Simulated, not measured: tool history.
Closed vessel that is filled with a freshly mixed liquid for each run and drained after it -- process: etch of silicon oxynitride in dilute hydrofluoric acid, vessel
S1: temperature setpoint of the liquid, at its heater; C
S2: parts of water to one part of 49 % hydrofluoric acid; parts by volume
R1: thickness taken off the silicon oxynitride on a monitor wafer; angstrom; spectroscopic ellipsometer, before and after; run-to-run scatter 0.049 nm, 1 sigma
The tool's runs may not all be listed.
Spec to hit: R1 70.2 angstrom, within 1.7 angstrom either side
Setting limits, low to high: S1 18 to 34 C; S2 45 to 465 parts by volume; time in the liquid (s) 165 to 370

{"run": 1, "hour": 0.0, "S1": 26, "S2": 255, "time in the liquid (s)": 370, "R1": 22.525}
{"run": 2, "hour": 2.7, "S1": 26, "S2": 175, "time in the liquid (s)": 370, "R1": 34.921}
{"run": 3, "hour": 9.2, "S1": 27.5, "S2": 160, "time in the liquid (s)": 370, "R1": 41.565}
{"run": 4, "hour": 14.2, "S1": 27.5, "S2": 160, "time in the liquid (s)": 370, "R1": 41.679}
{"run": 5, "hour": 17.4, "S1": 27.5, "S2": 160, "time in the liquid (s)": 165, "R1": 18.331}
{"run": 6, "hour": 24.4, "S1": 26, "S2": 140, "time in the liquid (s)": 195, "R1": 23.977}
{"run": 7, "hour": 27.6, "S1": 27.5, "S2": 120, "time in the liquid (s)": 210, "R1": 32.933}
{"run": 8, "hour": 29.4, "S1": 28.5, "S2": 105, "time in the liquid (s)": 215, "R1": 41.036}
{"run": 9, "hour": 35.0, "S1": 29.5, "S2": 105, "time in the liquid (s)": 215, "R1": 42.749}
{"run": 10, "hour": 40.4, "S1": 30.5, "S2": 100, "time in the liquid (s)": 215, "R1": 46.702}
{"run": 11, "hour": 45.5, "S1": 34, "S2": 45, "time in the liquid (s)": 220, "R1": 134.14}
{"run": 12, "hour": 53.6, "S1": 33, "S2": 45, "time in the liquid (s)": 220, "R1": 129.03}
{"run": 13, "hour": 62.3, "S1": 32, "S2": 45, "time in the liquid (s)": 220, "R1": 122.93}
{"hour": 67.1, "done": "hydrofluoric acid flow meter replaced"}
{"run": 14, "hour": 67.1, "S1": 31, "S2": 45, "time in the liquid (s)": 220, "R1": 132.23}
{"run": 15, "hour": 72.4, "S1": 29, "S2": 50, "time in the liquid (s)": 220, "R1": 107.18}
{"run": 16, "hour": 76.5, "S1": 27.5, "S2": 55, "time in the liquid (s)": 220, "R1": 89.311}

Exactly one of the 4 candidate moves below puts every result within its allowed miss. Which one?
{"run": "A", "hour": 80.6, "S1": 27, "S2": 105, "time in the liquid (s)": 350, "R1": "?"}
{"run": "B", "hour": 80.6, "S1": 26.5, "S2": 45, "time in the liquid (s)": 165, "R1": "?"}
{"run": "C", "hour": 80.6, "S1": 25, "S2": 75, "time in the liquid (s)": 365, "R1": "?"}
{"run": "D", "hour": 80.6, "S1": 29.5, "S2": 110, "time in the liquid (s)": 280, "R1": "?"}

move=A R1=70.132
move=B R1=79.651
move=C R1=95.809
move=D R1=59.69
A: all results land within tolerance of their targets
B: nearer than the last run, and not there yet
C: the biggest miss grows against the last run
D: moves the result that the last run missed by most past its target, out the other side
Move A is the one to make.

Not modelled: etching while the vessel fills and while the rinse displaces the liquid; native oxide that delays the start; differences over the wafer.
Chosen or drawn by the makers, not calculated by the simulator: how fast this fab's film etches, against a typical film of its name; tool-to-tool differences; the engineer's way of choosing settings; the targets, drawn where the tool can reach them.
